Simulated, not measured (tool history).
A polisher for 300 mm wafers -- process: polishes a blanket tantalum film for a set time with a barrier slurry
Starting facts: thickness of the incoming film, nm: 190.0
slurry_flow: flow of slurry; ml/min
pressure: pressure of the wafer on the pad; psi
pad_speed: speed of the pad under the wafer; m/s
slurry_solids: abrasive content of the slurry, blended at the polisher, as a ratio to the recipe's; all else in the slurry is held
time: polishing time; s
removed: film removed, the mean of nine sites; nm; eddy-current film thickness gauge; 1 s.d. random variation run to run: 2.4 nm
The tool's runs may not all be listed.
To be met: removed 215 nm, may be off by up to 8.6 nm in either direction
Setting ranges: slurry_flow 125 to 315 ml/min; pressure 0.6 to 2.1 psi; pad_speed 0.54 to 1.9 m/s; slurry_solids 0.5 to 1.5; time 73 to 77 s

run    day  slurry_flow  pressure  pad_speed  slurry_solids  time  removed
  1      0          205       1.3       1.22              1    73   90.011
  2  0.325          205       1.3       0.94              1    73   69.384
  3  0.483          205       1.4       1.02              1    73     80.6
  4  0.808          255       1.4       1.02              1    73   82.733
  5  1.038          255       1.5       1.08              1    73   94.995
  6  1.317          255       1.5       1.08            0.8    73   89.791
  7  1.383          255       1.6       1.14            0.8    73   96.679
  8   1.55          255       1.7       1.22            0.8    73   112.05
  9  1.662          255       1.8       1.28            0.8    73   124.49
 10  1.742          255       1.8       1.34            0.8    73   131.65
 11   1.85          255       1.8       1.38            0.8    73   133.06
 12  2.129          255       1.8       1.42            0.8    73   138.21
 13  2.383          255       1.8       1.46            0.8    73   144.55
 14  2.525          255       1.8        1.5            0.8    73   143.28
 15   2.85          255       1.8        1.5            0.8    73   145.25
 16  2.921          255       1.8       1.54            0.8    73   147.64
     3.054  -- worn pad replaced by a new one
 17  3.054          255       1.8       1.58            0.8    73   172.22
 18  3.375          260       1.8       1.58            0.8    73   170.48
 19  3.667          265       1.8       1.58            0.8    73   173.79
 20  3.867          270       1.8       1.58            0.8    73   174.38
 21  4.146          275       1.8       1.58            0.8    73   169.23
 22   4.35          280       1.8       1.58            0.8    73   171.99
 23   4.55          285       1.8       1.58            0.8    73   171.77
 24  4.821          295         2        1.6            0.8    73   196.12

4 candidate next runs follow, results not yet known. Just one meets every target within its allowed miss. Identify it.
  A  5.092          280       1.9        1.6            0.7    73        ?
  B  5.092          305         2        1.4           0.85    73        ?
  C  5.092          285         2       1.62           0.85    77        ?
  D  5.092          275       2.1       1.56            0.6    76        ?

move  removed
   A   174.35
   B   174.03
   C   210.29
   D   183.09
A: the biggest miss grows against the last run
B: the biggest miss grows against the last run
C: every result lands within tolerance
D: the biggest miss grows against the last run
C meets every target.

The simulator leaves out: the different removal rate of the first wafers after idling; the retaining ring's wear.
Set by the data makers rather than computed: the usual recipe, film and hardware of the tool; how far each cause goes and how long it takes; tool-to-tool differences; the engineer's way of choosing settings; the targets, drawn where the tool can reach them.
